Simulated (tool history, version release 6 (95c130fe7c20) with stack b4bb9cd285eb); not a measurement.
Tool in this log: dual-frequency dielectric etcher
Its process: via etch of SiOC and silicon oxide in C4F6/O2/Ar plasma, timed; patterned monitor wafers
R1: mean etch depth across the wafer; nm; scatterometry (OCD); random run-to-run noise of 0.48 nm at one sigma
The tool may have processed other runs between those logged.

run 1 hour=0.0 | source_power_(kW)=0.290 bias_power_(kW)=0.205 etch_time_(s)=100.5 | R1=106.500
run 2 hour=7.3 | source_power_(kW)=0.270 bias_power_(kW)=0.202 etch_time_(s)=100.5 | R1=103.660
run 3 hour=7.8 | source_power_(kW)=0.250 bias_power_(kW)=0.198 etch_time_(s)=100.5 | R1=100.930
run 4 hour=14.0 | source_power_(kW)=0.250 bias_power_(kW)=0.198 etch_time_(s)=104.5 | R1=104.370
run 5 hour=15.4 | source_power_(kW)=0.240 bias_power_(kW)=0.193 etch_time_(s)=104.5 | R1=102.780
run 6 hour=19.9 | source_power_(kW)=0.230 bias_power_(kW)=0.188 etch_time_(s)=104.5 | R1=100.270
run 7 hour=27.1 | source_power_(kW)=0.230 bias_power_(kW)=0.188 etch_time_(s)=104.5 | R1=101.390
run 8 hour=35.3 | source_power_(kW)=0.220 bias_power_(kW)=0.182 etch_time_(s)=104.5 | R1=98.313

Forecast run 9:
run 9 hour=36.2 | source_power_(kW)=0.210 bias_power_(kW)=0.179 etch_time_(s)=104.5 | R1=?

Logged for run 9: R1 95.519 nm.
